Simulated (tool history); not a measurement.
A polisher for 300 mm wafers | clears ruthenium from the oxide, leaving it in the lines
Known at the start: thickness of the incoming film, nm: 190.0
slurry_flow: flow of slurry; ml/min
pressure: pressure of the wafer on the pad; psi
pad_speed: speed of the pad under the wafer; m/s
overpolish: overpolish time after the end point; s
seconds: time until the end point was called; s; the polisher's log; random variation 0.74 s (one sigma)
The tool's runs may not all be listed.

run,hour,slurry_flow,pressure,pad_speed,overpolish,seconds
1,0,230,2.5,0.88,16,138.14
2,8.7,230,2.7,0.88,16,131.01
3,10.1,230,2.9,0.88,16,124.23
4,16.1,230,3.2,0.88,16,115.9
5,16.7,230,3.7,0.88,16,103.82
6,21.4,230,3.7,0.8,16,112.47
7,22.2,235,3.7,0.82,16,111.86
8,24.4,235,3.7,0.84,16,107.76
9,25,235,3.7,0.86,16,103.94
10,32.3,240,3.7,0.86,16,106.39
11,39.3,240,3.7,0.88,16,103.57

The next listed run, before its measurement:
12,42.3,240,3.7,0.9,16,?

seconds: 100.45 s
